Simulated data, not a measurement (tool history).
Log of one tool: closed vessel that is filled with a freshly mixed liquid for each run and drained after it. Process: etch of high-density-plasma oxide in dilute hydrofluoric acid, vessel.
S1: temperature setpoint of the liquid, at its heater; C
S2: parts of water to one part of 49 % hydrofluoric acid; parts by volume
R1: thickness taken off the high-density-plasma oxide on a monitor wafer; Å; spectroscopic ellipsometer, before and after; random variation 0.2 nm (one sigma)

{"run": 1, "hour": 0.0, "S1": 22.0, "S2": 65, "time in the liquid (s)": 95, "R1": 128.54}
{"run": 2, "hour": 3.2, "S1": 22.0, "S2": 80, "time in the liquid (s)": 95, "R1": 102.37}
{"run": 3, "hour": 6.8, "S1": 19.5, "S2": 80, "time in the liquid (s)": 95, "R1": 93.745}
{"run": 4, "hour": 10.2, "S1": 19.5, "S2": 65, "time in the liquid (s)": 95, "R1": 115.1}
{"run": 5, "hour": 13.6, "S1": 23.0, "S2": 55, "time in the liquid (s)": 95, "R1": 160.38}
{"run": 6, "hour": 19.7, "S1": 26.0, "S2": 55, "time in the liquid (s)": 95, "R1": 180.26}
{"run": 7, "hour": 23.9, "S1": 27.0, "S2": 50, "time in the liquid (s)": 95, "R1": 207.38}

Run 8 comes next. What will it give?
{"run": 8, "hour": 32.5, "S1": 28.0, "S2": 50, "time in the liquid (s)": 95, "R1": "?"}

{"run 8": {"R1": 214.87}}
